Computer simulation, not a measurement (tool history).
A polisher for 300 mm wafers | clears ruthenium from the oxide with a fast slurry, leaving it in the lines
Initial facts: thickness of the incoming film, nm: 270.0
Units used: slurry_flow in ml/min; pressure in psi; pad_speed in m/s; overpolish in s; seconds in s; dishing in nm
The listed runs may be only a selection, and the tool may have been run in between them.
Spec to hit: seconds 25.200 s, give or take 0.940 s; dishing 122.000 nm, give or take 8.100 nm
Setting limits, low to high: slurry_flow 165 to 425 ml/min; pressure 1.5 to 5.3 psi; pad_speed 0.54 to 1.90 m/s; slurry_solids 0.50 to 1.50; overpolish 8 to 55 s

run    day  slurry_flow  pressure  pad_speed  slurry_solids  overpolish  seconds  dishing
  1  0.000          275       3.4       1.22           1.00          28   51.491   94.572
  2  0.038          275       3.9       1.28           1.00          25   42.505  101.190
  3  0.233          275       3.9       1.46           1.00          25   37.774  108.700
  4  0.604          275       4.3       1.46           1.00          23   33.531  108.940
  5  0.825          275       4.6       1.46           1.00          22   31.163  112.410
  6  0.946          275       4.8       1.46           1.00          21   30.121  105.810
  7  1.154          275       4.9       1.48           1.00          22   29.662  114.720
  8  1.208          275       5.0       1.50           1.00          22   28.072  117.490
  9  1.350          275       5.1       1.52           1.00          22   27.292  120.410
 10  1.471          275       5.2       1.54           1.00          22   27.069  119.590
 11  1.546          275       5.2       1.56           1.00          22   26.223  119.100

Which of these 4 next moves meets every target?
  A  1.621          230       4.4       1.86           0.85          20        ?        ?
  B  1.621          310       5.3       1.60           0.95          21        ?        ?
  C  1.621          280       4.8       1.50           1.10          23        ?        ?
  D  1.621          265       5.0       1.52           1.05          23        ?        ?

move  seconds  dishing
   A   28.567  113.240
   B   25.425  124.070
   C   28.232  123.180
   D   27.463  124.970
A: the biggest miss grows against the last run
B: all results land within tolerance of their targets
C: the biggest miss grows against the last run
D: the biggest miss grows against the last run
Go with B: it meets all targets.

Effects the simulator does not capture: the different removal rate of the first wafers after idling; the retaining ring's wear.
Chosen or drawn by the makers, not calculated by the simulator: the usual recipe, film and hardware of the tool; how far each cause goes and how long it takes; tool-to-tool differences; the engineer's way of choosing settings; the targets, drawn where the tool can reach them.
